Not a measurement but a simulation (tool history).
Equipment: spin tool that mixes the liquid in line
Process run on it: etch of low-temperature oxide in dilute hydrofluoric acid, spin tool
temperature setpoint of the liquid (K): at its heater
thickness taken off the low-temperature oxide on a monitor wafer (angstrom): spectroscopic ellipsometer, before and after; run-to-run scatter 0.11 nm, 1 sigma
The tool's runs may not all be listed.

run	hour	temperature setpoint of the liquid (K)	parts of water to one part of 49 % hydrofluoric acid (parts by volume)	time under the liquid (s)	thickness taken off the low-temperature oxide on a monitor wafer (angstrom)
1	0.0	299.15	280	185	120.74
2	4.2	301.15	245	185	153.77
3	10.7	301.15	245	185	153.59
4	17.9	302.65	220	185	184.56
5	20.4	303.65	200	185	215.10
6	23.8	301.65	200	185	201.13
7	25.1	303.15	190	185	224.88

Run 8 comes next. What will it give?
8	25.7	304.15	180	185	?

Run 8 measured thickness taken off the low-temperature oxide on a monitor wafer (angstrom) 249.65.
